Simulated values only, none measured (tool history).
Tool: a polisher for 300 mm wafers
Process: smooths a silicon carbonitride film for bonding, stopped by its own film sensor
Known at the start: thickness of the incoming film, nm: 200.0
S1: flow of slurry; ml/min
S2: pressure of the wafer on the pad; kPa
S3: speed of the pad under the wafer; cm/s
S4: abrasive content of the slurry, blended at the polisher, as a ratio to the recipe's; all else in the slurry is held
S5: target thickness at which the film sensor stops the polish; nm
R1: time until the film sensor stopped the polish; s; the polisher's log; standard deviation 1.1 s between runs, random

Run 1, hour 0: S1 230 ml/min, S2 17.2 kPa, S3 82 cm/s, S4 1, S5 149 nm. Result: R1 161.34 s.
Run 2, hour 5.9: S1 230 ml/min, S2 20 kPa, S3 82 cm/s, S4 1, S5 149 nm. Result: R1 141.87 s.
Run 3, hour 14.2: S1 230 ml/min, S2 22.8 kPa, S3 82 cm/s, S4 1, S5 149 nm. Result: R1 124.95 s.
Run 4, hour 16.5: S1 230 ml/min, S2 22.8 kPa, S3 82 cm/s, S4 0.8, S5 149 nm. Result: R1 132.93 s.
Run 5, hour 22.1: S1 230 ml/min, S2 22.8 kPa, S3 82 cm/s, S4 0.8, S5 147 nm. Result: R1 138.51 s.
Run 6, hour 26.4: S1 235 ml/min, S2 23.4 kPa, S3 82 cm/s, S4 0.8, S5 147 nm. Result: R1 133.97 s.

Estimate the outcome of run 7 from the log above:
Run 7, hour 29.1: S1 240 ml/min, S2 24.1 kPa, S3 82 cm/s, S4 0.8, S5 147 nm. Result: R1 ?.

{"run 7": {"R1": 132.16}}

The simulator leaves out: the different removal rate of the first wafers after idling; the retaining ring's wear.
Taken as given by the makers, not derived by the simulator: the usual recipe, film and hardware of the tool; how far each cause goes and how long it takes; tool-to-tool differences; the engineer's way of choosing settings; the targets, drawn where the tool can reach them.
